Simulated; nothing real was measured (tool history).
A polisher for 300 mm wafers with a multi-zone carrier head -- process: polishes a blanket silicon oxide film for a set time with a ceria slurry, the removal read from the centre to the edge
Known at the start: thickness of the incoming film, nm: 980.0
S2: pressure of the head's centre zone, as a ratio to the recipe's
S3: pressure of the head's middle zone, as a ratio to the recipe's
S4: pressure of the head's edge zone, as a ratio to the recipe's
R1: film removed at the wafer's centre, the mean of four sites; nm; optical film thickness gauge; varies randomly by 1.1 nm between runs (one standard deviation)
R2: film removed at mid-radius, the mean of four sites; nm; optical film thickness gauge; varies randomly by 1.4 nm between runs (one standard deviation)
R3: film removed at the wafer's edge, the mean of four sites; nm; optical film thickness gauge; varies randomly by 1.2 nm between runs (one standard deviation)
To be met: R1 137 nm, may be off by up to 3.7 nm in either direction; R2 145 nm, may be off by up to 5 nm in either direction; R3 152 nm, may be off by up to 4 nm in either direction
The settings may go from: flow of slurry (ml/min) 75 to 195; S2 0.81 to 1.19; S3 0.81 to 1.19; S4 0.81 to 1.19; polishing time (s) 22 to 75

{"run": 1, "hour": 0.0, "flow of slurry (ml/min)": 125, "S2": 1, "S3": 1, "S4": 1, "polishing time (s)": 48, "R1": 298.03, "R2": 292.72, "R3": 295.96}
{"run": 2, "hour": 8.4, "flow of slurry (ml/min)": 120, "S2": 0.98, "S3": 0.98, "S4": 0.98, "polishing time (s)": 43, "R1": 258.22, "R2": 259.1, "R3": 265.54}
{"run": 3, "hour": 15.7, "flow of slurry (ml/min)": 120, "S2": 0.98, "S3": 0.92, "S4": 0.98, "polishing time (s)": 43, "R1": 256.02, "R2": 241.44, "R3": 260.45}
{"run": 4, "hour": 23.2, "flow of slurry (ml/min)": 115, "S2": 0.96, "S3": 0.91, "S4": 0.95, "polishing time (s)": 39, "R1": 225.02, "R2": 214.04, "R3": 231.15}
{"run": 5, "hour": 25.5, "flow of slurry (ml/min)": 115, "S2": 0.96, "S3": 0.95, "S4": 0.95, "polishing time (s)": 39, "R1": 225.12, "R2": 226.32, "R3": 232.38}
{"run": 6, "hour": 26.4, "flow of slurry (ml/min)": 110, "S2": 0.94, "S3": 0.93, "S4": 0.93, "polishing time (s)": 37, "R1": 205.93, "R2": 207.61, "R3": 216}
{"run": 7, "hour": 27.9, "flow of slurry (ml/min)": 85, "S2": 0.84, "S3": 0.87, "S4": 0.83, "polishing time (s)": 24, "R1": 111.34, "R2": 119.99, "R3": 125.9}
{"run": 8, "hour": 33.8, "flow of slurry (ml/min)": 120, "S2": 0.84, "S3": 0.87, "S4": 0.91, "polishing time (s)": 23, "R1": 117.83, "R2": 122.08, "R3": 135.11}
{"run": 9, "hour": 38.6, "flow of slurry (ml/min)": 125, "S2": 0.85, "S3": 0.89, "S4": 0.92, "polishing time (s)": 23, "R1": 123.58, "R2": 128.07, "R3": 137.83}
{"run": 10, "hour": 43.3, "flow of slurry (ml/min)": 130, "S2": 0.85, "S3": 0.9, "S4": 0.94, "polishing time (s)": 23, "R1": 124, "R2": 131.96, "R3": 138.42}
{"run": 11, "hour": 45.2, "flow of slurry (ml/min)": 135, "S2": 0.85, "S3": 0.9, "S4": 0.96, "polishing time (s)": 23, "R1": 123.81, "R2": 132.9, "R3": 141.52}
{"run": 12, "hour": 50.2, "flow of slurry (ml/min)": 140, "S2": 0.85, "S3": 0.9, "S4": 0.97, "polishing time (s)": 23, "R1": 126.26, "R2": 133.18, "R3": 144.52}
{"run": 13, "hour": 55.3, "flow of slurry (ml/min)": 145, "S2": 0.85, "S3": 0.91, "S4": 0.97, "polishing time (s)": 23, "R1": 125.07, "R2": 134.76, "R3": 143.54}
{"run": 14, "hour": 63.6, "flow of slurry (ml/min)": 145, "S2": 0.86, "S3": 0.91, "S4": 0.98, "polishing time (s)": 23, "R1": 129.44, "R2": 134.46, "R3": 144.04}
{"run": 15, "hour": 72.0, "flow of slurry (ml/min)": 145, "S2": 0.86, "S3": 0.92, "S4": 0.99, "polishing time (s)": 23, "R1": 126.59, "R2": 135.89, "R3": 143.85}
{"run": 16, "hour": 75.7, "flow of slurry (ml/min)": 150, "S2": 0.86, "S3": 0.92, "S4": 1, "polishing time (s)": 23, "R1": 129.69, "R2": 138.28, "R3": 144.46}
{"run": 17, "hour": 84.2, "flow of slurry (ml/min)": 150, "S2": 0.86, "S3": 0.92, "S4": 1.01, "polishing time (s)": 23, "R1": 127.4, "R2": 137.14, "R3": 148.54}
{"run": 18, "hour": 87.7, "flow of slurry (ml/min)": 155, "S2": 0.86, "S3": 0.92, "S4": 1.01, "polishing time (s)": 23, "R1": 130.7, "R2": 136.83, "R3": 146.35}
{"run": 19, "hour": 94.8, "flow of slurry (ml/min)": 155, "S2": 0.86, "S3": 0.93, "S4": 1.02, "polishing time (s)": 23, "R1": 127.94, "R2": 140.61, "R3": 149.44}
{"run": 20, "hour": 102.2, "flow of slurry (ml/min)": 160, "S2": 0.86, "S3": 0.93, "S4": 1.02, "polishing time (s)": 23, "R1": 131.97, "R2": 140.81, "R3": 148.76}

Which one of the following 4 next-run settings gets every result inside its allowed miss? There is exactly one.
{"run": "A", "hour": 109.6, "flow of slurry (ml/min)": 150, "S2": 0.87, "S3": 0.86, "S4": 1.07, "polishing time (s)": 24, "R1": "?", "R2": "?", "R3": "?"}
{"run": "B", "hour": 109.6, "flow of slurry (ml/min)": 145, "S2": 0.88, "S3": 0.97, "S4": 1, "polishing time (s)": 26, "R1": "?", "R2": "?", "R3": "?"}
{"run": "C", "hour": 109.6, "flow of slurry (ml/min)": 180, "S2": 0.81, "S3": 0.98, "S4": 1.07, "polishing time (s)": 22, "R1": "?", "R2": "?", "R3": "?"}
{"run": "D", "hour": 109.6, "flow of slurry (ml/min)": 150, "S2": 0.83, "S3": 0.88, "S4": 0.9, "polishing time (s)": 25, "R1": "?", "R2": "?", "R3": "?"}

move=A R1=136.73 R2=136.2 R3=156.88
move=B R1=148.65 R2=161.97 R3=163.63
move=C R1=121.92 R2=143.94 R3=147.1
move=D R1=136.39 R2=144.66 R3=151.08
A: puts the biggest miss on target and leaves a different result outside tolerance
B: carries the result that was furthest off beyond its target, to the other side
C: moves away from the targets compared with the last run
D: every result lands within tolerance
So the answer is move D, the one that meets all the targets.

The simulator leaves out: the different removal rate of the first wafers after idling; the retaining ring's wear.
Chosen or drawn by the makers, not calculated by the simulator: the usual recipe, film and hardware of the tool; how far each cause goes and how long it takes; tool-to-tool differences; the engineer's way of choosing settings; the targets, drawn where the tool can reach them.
